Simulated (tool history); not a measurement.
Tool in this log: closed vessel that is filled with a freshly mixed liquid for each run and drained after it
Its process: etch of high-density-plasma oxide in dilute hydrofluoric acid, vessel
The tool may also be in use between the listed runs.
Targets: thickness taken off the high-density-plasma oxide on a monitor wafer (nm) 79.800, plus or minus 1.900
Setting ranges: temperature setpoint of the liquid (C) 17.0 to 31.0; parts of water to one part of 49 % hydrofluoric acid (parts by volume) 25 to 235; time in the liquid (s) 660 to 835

| run | day | temperature setpoint of the liquid (C) | parts of water to one part of 49 % hydrofluoric acid (parts by volume) | time in the liquid (s) | thickness taken off the high-density-plasma oxide on a monitor wafer (nm) |
|---|---|---|---|---|---|
| 1 | 0.000 | 23.0 | 130 | 835 | 27.589 |
| 2 | 0.250 | 21.5 | 130 | 835 | 26.165 |
| 3 | 0.433 | 21.5 | 130 | 835 | 26.494 |
| 4 | 0.817 | 21.5 | 90 | 835 | 39.507 |
| 5 | 1.183 | 23.5 | 80 | 835 | 49.304 |
| 6 | 1.417 | 25.0 | 80 | 835 | 52.095 |
| 7 | 1.708 | 26.5 | 75 | 835 | 58.934 |
| 8 | 1.812 | 27.5 | 75 | 835 | 61.265 |
| 9 | 2.196 | 28.5 | 75 | 835 | 64.179 |
| 10 | 2.467 | 29.0 | 75 | 835 | 65.772 |
| 11 | 2.825 | 29.5 | 75 | 835 | 65.847 |
| 12 | 2.988 | 30.0 | 70 | 835 | 73.972 |
| 13 | 3.175 | 30.5 | 70 | 835 | 74.846 |
| 14 | 3.429 | 31.0 | 70 | 835 | 75.385 |

Which one of the following 4 next-run settings gets every result inside its allowed miss? There is exactly one.
| A | 3.683 | 27.5 | 55 | 815 | ? |
| B | 3.683 | 31.0 | 65 | 815 | ? |
| C | 3.683 | 31.0 | 60 | 660 | ? |
| D | 3.683 | 30.0 | 60 | 820 | ? |

| move | thickness taken off the high-density-plasma oxide on a monitor wafer (nm) |
|---|---|
| A | 84.006 |
| B | 80.308 |
| C | 71.000 |
| D | 84.862 |
A: carries the result that was furthest off beyond its target, to the other side
B: all results in spec
C: misses by more than the last run did
D: carries the result that was furthest off beyond its target, to the other side
Correct choice: B, which meets every target

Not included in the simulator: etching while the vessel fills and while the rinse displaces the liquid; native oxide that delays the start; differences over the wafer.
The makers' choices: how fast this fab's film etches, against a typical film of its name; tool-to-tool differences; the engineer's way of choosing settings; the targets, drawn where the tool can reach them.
